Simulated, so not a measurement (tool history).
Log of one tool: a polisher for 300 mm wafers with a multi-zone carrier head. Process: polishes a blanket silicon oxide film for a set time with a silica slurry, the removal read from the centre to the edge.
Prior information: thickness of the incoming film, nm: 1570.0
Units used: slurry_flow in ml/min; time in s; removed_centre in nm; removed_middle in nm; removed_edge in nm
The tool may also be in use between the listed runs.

run	day	slurry_flow	centre_zone	middle_zone	edge_zone	slurry_solids	time	removed_centre	removed_middle	removed_edge
1	0.000	195	1.00	1.00	1.00	1.00	78	237.40	244.19	250.76
2	0.267	195	0.93	1.00	1.00	1.00	78	220.87	247.08	251.51
3	0.421	180	0.95	0.96	0.97	0.95	78	219.61	229.57	239.01
4	0.471	180	0.95	0.96	0.97	1.15	78	228.63	243.02	258.11
5	0.658	170	0.96	0.93	0.93	1.10	78	228.56	231.28	240.67
6	0.996	160	0.96	0.90	0.92	1.10	78	226.15	222.14	238.47

Run 7, settings as shown, results not yet in. Your forecast:
7	1.354	150	0.96	0.88	0.90	1.10	78	?	?	?

Run 7 produced removed_centre 218.51 nm, removed_middle 214.48 nm, removed_edge 235.45 nm.
